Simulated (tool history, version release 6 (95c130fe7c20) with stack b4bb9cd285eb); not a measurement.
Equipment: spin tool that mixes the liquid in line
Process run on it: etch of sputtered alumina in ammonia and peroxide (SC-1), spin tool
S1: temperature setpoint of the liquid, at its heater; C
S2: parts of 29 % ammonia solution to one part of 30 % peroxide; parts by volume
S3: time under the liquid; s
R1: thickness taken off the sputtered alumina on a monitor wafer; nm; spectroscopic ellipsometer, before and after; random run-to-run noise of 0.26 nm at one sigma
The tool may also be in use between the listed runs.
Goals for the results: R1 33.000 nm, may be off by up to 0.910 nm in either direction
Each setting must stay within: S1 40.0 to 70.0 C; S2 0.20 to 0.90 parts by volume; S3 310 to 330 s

run	day	S1	S2	S3	R1
1	0.000	56.0	0.50	310	20.950
2	0.229	56.0	0.50	310	20.653
3	0.521	57.0	0.50	310	21.747
4	0.775	57.0	0.50	330	23.236
5	0.921	58.0	0.50	330	24.344
6	1.250	59.0	0.50	330	26.028
7	1.546	59.5	0.50	330	26.633
8	1.683	60.0	0.50	330	27.147
9	2.042	60.5	0.50	330	27.893

Which single option among these 4 for the next run brings every result within its allowed miss of target? Just one does.
A	2.400	64.0	0.65	315	?
B	2.400	65.0	0.40	330	?
C	2.400	65.0	0.50	330	?
D	2.400	65.0	0.55	330	?

move	R1
A	32.622
B	34.309
C	35.041
D	35.358
A: all results land within tolerance of their targets
B: takes the result that was furthest off past its target
C: takes the result that was furthest off past its target
D: takes the result that was furthest off past its target
So the answer is move A, the one that meets all the targets.

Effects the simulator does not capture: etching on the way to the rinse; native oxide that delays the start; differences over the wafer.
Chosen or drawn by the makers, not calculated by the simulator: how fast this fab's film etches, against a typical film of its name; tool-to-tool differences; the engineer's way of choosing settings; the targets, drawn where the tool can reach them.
